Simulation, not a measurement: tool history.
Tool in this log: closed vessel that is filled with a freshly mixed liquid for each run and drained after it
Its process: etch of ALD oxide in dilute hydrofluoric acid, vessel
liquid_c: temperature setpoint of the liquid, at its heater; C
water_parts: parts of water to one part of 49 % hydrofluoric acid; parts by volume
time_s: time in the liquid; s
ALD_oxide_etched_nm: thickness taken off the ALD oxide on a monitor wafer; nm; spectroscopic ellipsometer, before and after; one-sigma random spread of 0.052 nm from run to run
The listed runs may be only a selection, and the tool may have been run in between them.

Run 1, hour 0: liquid_c 22 C, water_parts 235 parts by volume, time_s 75 s. Result: ALD_oxide_etched_nm 2.9601 nm.
Run 2, hour 6.4: liquid_c 23.5 C, water_parts 215 parts by volume, time_s 75 s. Result: ALD_oxide_etched_nm 3.5261 nm.
Run 3, hour 7.7: liquid_c 25 C, water_parts 200 parts by volume, time_s 75 s. Result: ALD_oxide_etched_nm 4.0915 nm.
Run 4, hour 16.1: liquid_c 26 C, water_parts 190 parts by volume, time_s 75 s. Result: ALD_oxide_etched_nm 4.4408 nm.
Run 5, hour 23.6: liquid_c 26 C, water_parts 190 parts by volume, time_s 55 s. Result: ALD_oxide_etched_nm 3.292 nm.
Run 6, hour 24.2: liquid_c 26.5 C, water_parts 165 parts by volume, time_s 55 s. Result: ALD_oxide_etched_nm 3.92 nm.
Run 7, hour 31.9: liquid_c 27 C, water_parts 145 parts by volume, time_s 55 s. Result: ALD_oxide_etched_nm 4.7019 nm.
Run 8, hour 33.6: liquid_c 27.5 C, water_parts 135 parts by volume, time_s 55 s. Result: ALD_oxide_etched_nm 5.2258 nm.
Run 9, hour 36.7: liquid_c 28 C, water_parts 130 parts by volume, time_s 55 s. Result: ALD_oxide_etched_nm 5.522 nm.

Predict the results of run 10:
Run 10, hour 40.3: liquid_c 30 C, water_parts 105 parts by volume, time_s 55 s. Result: ALD_oxide_etched_nm ?.

Run 10 produced ALD_oxide_etched_nm 7.799 nm.

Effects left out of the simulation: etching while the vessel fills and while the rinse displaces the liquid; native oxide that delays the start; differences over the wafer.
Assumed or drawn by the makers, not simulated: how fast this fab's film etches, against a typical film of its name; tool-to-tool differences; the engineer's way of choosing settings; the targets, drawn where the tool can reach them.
